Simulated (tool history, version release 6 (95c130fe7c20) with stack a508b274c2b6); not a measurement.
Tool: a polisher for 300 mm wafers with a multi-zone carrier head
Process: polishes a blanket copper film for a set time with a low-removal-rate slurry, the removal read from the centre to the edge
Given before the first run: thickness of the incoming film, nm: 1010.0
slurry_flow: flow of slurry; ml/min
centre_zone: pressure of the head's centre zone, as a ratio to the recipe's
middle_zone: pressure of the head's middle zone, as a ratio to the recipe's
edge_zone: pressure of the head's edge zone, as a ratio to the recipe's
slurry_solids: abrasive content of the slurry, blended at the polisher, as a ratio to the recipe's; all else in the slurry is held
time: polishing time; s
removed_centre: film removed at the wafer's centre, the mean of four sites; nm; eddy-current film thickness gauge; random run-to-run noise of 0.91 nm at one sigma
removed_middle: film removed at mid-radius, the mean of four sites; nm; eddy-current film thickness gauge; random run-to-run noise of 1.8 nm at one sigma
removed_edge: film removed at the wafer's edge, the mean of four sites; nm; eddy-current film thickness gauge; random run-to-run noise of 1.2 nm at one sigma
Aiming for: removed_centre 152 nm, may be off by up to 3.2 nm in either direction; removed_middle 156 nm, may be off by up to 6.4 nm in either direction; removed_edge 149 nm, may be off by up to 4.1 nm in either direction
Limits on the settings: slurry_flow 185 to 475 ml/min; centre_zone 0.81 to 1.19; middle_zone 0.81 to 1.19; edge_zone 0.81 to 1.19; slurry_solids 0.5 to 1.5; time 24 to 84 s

Run 1, hour 0: slurry_flow 305 ml/min, centre_zone 1, middle_zone 1, edge_zone 1, slurry_solids 1, time 54 s. Result: removed_centre 209.19 nm, removed_middle 207.63 nm, removed_edge 208.07 nm.
Run 2, hour 7.3: slurry_flow 305 ml/min, centre_zone 0.99, middle_zone 1, edge_zone 0.98, slurry_solids 0.95, time 53 s. Result: removed_centre 203.47 nm, removed_middle 205.22 nm, removed_edge 204.31 nm.
Run 3, hour 15.7: slurry_flow 305 ml/min, centre_zone 0.99, middle_zone 1, edge_zone 0.98, slurry_solids 0.8, time 53 s. Result: removed_centre 196.53 nm, removed_middle 196.85 nm, removed_edge 198.65 nm.
Run 4, hour 16.6: slurry_flow 305 ml/min, centre_zone 0.99, middle_zone 1, edge_zone 0.97, slurry_solids 0.75, time 52 s. Result: removed_centre 194.53 nm, removed_middle 197.33 nm, removed_edge 191.94 nm.
Run 5, hour 21.8: slurry_flow 305 ml/min, centre_zone 0.98, middle_zone 0.99, edge_zone 0.96, slurry_solids 0.7, time 51 s. Result: removed_centre 187.89 nm, removed_middle 186.9 nm, removed_edge 186.41 nm.
Run 6, hour 22.5: slurry_flow 355 ml/min, centre_zone 0.98, middle_zone 0.99, edge_zone 0.96, slurry_solids 0.7, time 51 s. Result: removed_centre 186.73 nm, removed_middle 190.91 nm, removed_edge 189.36 nm.
Run 7, hour 28.3: slurry_flow 345 ml/min, centre_zone 0.97, middle_zone 0.99, edge_zone 0.94, slurry_solids 0.7, time 50 s. Result: removed_centre 181.65 nm, removed_middle 188.08 nm, removed_edge 181.88 nm.
Run 8, hour 32.3: slurry_flow 275 ml/min, centre_zone 0.88, middle_zone 0.89, edge_zone 0.84, slurry_solids 0.5, time 47 s. Result: removed_centre 145.77 nm, removed_middle 153 nm, removed_edge 159.06 nm.
Run 9, hour 33.1: slurry_flow 280 ml/min, centre_zone 0.89, middle_zone 0.9, edge_zone 0.84, slurry_solids 0.5, time 47 s. Result: removed_centre 149.46 nm, removed_middle 157.81 nm, removed_edge 158.42 nm.
Run 10, hour 40.4: slurry_flow 280 ml/min, centre_zone 0.9, middle_zone 0.9, edge_zone 0.84, slurry_solids 0.5, time 47 s. Result: removed_centre 151.67 nm, removed_middle 155.84 nm, removed_edge 159.56 nm.
Run 11, hour 47: slurry_flow 280 ml/min, centre_zone 0.9, middle_zone 0.91, edge_zone 0.84, slurry_solids 0.5, time 47 s. Result: removed_centre 151.58 nm, removed_middle 158.15 nm, removed_edge 159.93 nm.
Run 12, hour 51.9: slurry_flow 280 ml/min, centre_zone 0.91, middle_zone 0.91, edge_zone 0.84, slurry_solids 0.5, time 47 s. Result: removed_centre 154.38 nm, removed_middle 155.2 nm, removed_edge 158.15 nm.
Run 13, hour 53.8: slurry_flow 280 ml/min, centre_zone 0.91, middle_zone 0.92, edge_zone 0.84, slurry_solids 0.5, time 47 s. Result: removed_centre 154.15 nm, removed_middle 158.78 nm, removed_edge 159.33 nm.
Run 14, hour 54.5: slurry_flow 280 ml/min, centre_zone 0.92, middle_zone 0.94, edge_zone 0.82, slurry_solids 0.5, time 45 s. Result: removed_centre 147.45 nm, removed_middle 151.52 nm, removed_edge 149.49 nm.
Run 15, hour 58.1: slurry_flow 285 ml/min, centre_zone 0.92, middle_zone 0.94, edge_zone 0.82, slurry_solids 0.5, time 45 s. Result: removed_centre 147.3 nm, removed_middle 153 nm, removed_edge 151.77 nm.

Of the 5 settings listed for the next run, only one would bring every result within its allowed miss of target. Which one?
Run A, hour 61.7: slurry_flow 325 ml/min, centre_zone 0.92, middle_zone 0.97, edge_zone 0.81, slurry_solids 0.65, time 43 s. Result: removed_centre ?, removed_middle ?, removed_edge ?.
Run B, hour 61.7: slurry_flow 235 ml/min, centre_zone 0.9, middle_zone 0.92, edge_zone 0.82, slurry_solids 0.5, time 48 s. Result: removed_centre ?, removed_middle ?, removed_edge ?.
Run C, hour 61.7: slurry_flow 300 ml/min, centre_zone 0.96, middle_zone 0.99, edge_zone 0.86, slurry_solids 0.5, time 44 s. Result: removed_centre ?, removed_middle ?, removed_edge ?.
Run D, hour 61.7: slurry_flow 310 ml/min, centre_zone 0.9, middle_zone 0.97, edge_zone 0.84, slurry_solids 0.55, time 44 s. Result: removed_centre ?, removed_middle ?, removed_edge ?.
Run E, hour 61.7: slurry_flow 360 ml/min, centre_zone 1.01, middle_zone 0.97, edge_zone 0.82, slurry_solids 0.65, time 42 s. Result: removed_centre ?, removed_middle ?, removed_edge ?.

move  removed_centre  removed_middle  removed_edge
   A             146           151.6        148.28
   B          152.12          154.89        159.79
   C          151.27           153.1        150.25
   D          143.27          152.16        150.67
   E          157.66          148.86        146.04
A: the biggest miss grows against the last run
B: puts the biggest miss on target and leaves a different result outside tolerance
C: all results in spec
D: the biggest miss grows against the last run
E: the result that was furthest off in the last run now lies on the other side of its target
Answer: C
